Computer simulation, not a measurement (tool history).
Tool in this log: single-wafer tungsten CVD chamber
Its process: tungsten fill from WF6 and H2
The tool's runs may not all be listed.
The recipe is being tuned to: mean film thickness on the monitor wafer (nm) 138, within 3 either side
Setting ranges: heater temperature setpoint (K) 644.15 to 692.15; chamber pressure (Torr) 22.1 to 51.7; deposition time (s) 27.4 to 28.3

run	hour	heater temperature setpoint (K)	chamber pressure (Torr)	deposition time (s)	mean film thickness on the monitor wafer (nm)
1	0	668.15	36.9	27.4	85.276
2	4.5	668.15	32.9	27.4	79.589
3	11.7	671.15	33.8	27.4	86.57
4	14	661.15	33.8	27.4	70.03
5	19	661.15	33.8	28.3	71.336
6	21.2	657.15	33.8	28.3	65.869
7	22.5	662.15	33.9	28.3	73.797
8	28.6	666.15	34	28.3	80.696
9	31.4	666.15	34	28.3	80.469
10	38.7	669.15	34.1	28.3	86.048
11	43.2	672.15	34.2	28.3	91.965
12	47.2	675.15	34.3	28.3	98.065
13	51.6	677.15	34.4	28.3	102.07
14	56.4	679.15	34.5	28.3	107.1

4 candidate next runs follow, results not yet known. Just one meets every target within its allowed miss. Identify it.
A	61.2	670.15	31.4	27.8	?
B	61.2	689.15	35.7	28.3	?
C	61.2	688.15	40.5	28.3	?
D	61.2	686.15	39.8	28.3	?

move	mean film thickness on the monitor wafer (nm)
A	82.273
B	130.37
C	137.03
D	130.89
A: moves away from the targets compared with the last run
B: closes in on the targets versus the last run, not all within tolerance yet
C: all results in spec
D: closes in on the targets versus the last run, not all within tolerance yet
C is the move that brings every result within its allowed miss.

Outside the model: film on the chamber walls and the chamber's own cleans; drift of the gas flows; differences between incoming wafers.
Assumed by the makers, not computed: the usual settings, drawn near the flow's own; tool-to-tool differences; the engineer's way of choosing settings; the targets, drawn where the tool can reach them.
